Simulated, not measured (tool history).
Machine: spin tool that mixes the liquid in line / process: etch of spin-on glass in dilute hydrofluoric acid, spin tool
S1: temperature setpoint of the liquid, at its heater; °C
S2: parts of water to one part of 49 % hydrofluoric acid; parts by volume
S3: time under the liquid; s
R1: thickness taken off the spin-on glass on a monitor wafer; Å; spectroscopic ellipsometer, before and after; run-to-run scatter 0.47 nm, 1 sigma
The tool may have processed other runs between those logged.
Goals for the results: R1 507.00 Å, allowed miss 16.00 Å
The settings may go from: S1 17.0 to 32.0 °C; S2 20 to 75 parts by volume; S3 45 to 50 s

run 1 hour=0.0 | S1=24.0 S2=45 S3=45 | R1=245.74
run 2 hour=8.3 | S1=24.0 S2=45 S3=50 | R1=267.32
run 3 hour=14.5 | S1=22.0 S2=45 S3=50 | R1=247.25
run 4 hour=18.2 | S1=24.0 S2=45 S3=50 | R1=273.56
run 5 hour=21.4 | S1=26.5 S2=45 S3=50 | R1=294.29
run 6 hour=22.8 | S1=25.0 S2=45 S3=50 | R1=279.16
run 7 hour=27.6 | S1=27.0 S2=40 S3=50 | R1=348.45
run 8 hour=31.6 | S1=28.5 S2=40 S3=50 | R1=364.82
run 9 hour=33.1 | S1=32.0 S2=30 S3=50 | R1=566.77
run 10 hour=34.0 | S1=31.5 S2=30 S3=50 | R1=555.37
run 11 hour=41.1 | S1=31.0 S2=30 S3=50 | R1=541.34

Which one of the following 5 next-run settings gets every result inside its allowed miss? There is exactly one.
run A hour=48.2 | S1=27.5 S2=25 S3=50 | R1=?
run B hour=48.2 | S1=32.0 S2=30 S3=50 | R1=?
run C hour=48.2 | S1=31.5 S2=30 S3=45 | R1=?
run D hour=48.2 | S1=30.0 S2=25 S3=50 | R1=?
run E hour=48.2 | S1=30.0 S2=25 S3=45 | R1=?

move=A R1=572.11
move=B R1=566.82
move=C R1=500.16
move=D R1=633.24
move=E R1=569.92
A: lands further from the targets than the last run did
B: lands further from the targets than the last run did
C: all results in spec
D: lands further from the targets than the last run did
E: lands further from the targets than the last run did
Correct choice: C, which meets every target
